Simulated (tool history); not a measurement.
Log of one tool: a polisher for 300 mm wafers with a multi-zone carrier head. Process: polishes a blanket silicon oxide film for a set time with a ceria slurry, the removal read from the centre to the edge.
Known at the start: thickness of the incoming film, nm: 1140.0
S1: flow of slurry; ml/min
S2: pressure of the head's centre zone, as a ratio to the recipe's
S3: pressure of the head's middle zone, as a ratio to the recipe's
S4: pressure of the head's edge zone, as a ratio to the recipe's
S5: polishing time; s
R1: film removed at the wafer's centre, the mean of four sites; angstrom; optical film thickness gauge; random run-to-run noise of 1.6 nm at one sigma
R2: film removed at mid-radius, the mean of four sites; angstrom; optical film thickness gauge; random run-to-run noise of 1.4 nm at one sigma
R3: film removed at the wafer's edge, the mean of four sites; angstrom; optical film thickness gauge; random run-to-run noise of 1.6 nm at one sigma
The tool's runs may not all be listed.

{"run": 1, "hour": 0.0, "S1": 120, "S2": 1.0, "S3": 1.0, "S4": 1.0, "S5": 38, "R1": 1808.5, "R2": 1841.3, "R3": 1833.2}
{"run": 2, "hour": 5.0, "S1": 120, "S2": 0.93, "S3": 1.0, "S4": 1.0, "S5": 38, "R1": 1708.0, "R2": 1809.6, "R3": 1812.8}
{"run": 3, "hour": 10.0, "S1": 120, "S2": 0.93, "S3": 0.95, "S4": 1.0, "S5": 38, "R1": 1693.2, "R2": 1808.2, "R3": 1847.7}
{"run": 4, "hour": 14.3, "S1": 115, "S2": 0.95, "S3": 0.94, "S4": 0.99, "S5": 34, "R1": 1549.2, "R2": 1563.2, "R3": 1631.3}
{"run": 5, "hour": 20.0, "S1": 115, "S2": 0.95, "S3": 0.88, "S4": 0.99, "S5": 34, "R1": 1513.5, "R2": 1539.0, "R3": 1628.2}
{"run": 6, "hour": 23.1, "S1": 110, "S2": 0.95, "S3": 0.88, "S4": 0.97, "S5": 32, "R1": 1391.1, "R2": 1407.7, "R3": 1519.1}

What does the tool deliver on the next run?
{"run": 7, "hour": 26.3, "S1": 110, "S2": 0.96, "S3": 0.89, "S4": 0.94, "S5": 30, "R1": "?", "R2": "?", "R3": "?"}

Run 7 came out at R1 1359.6 angstrom, R2 1358.0 angstrom, R3 1379.3 angstrom.
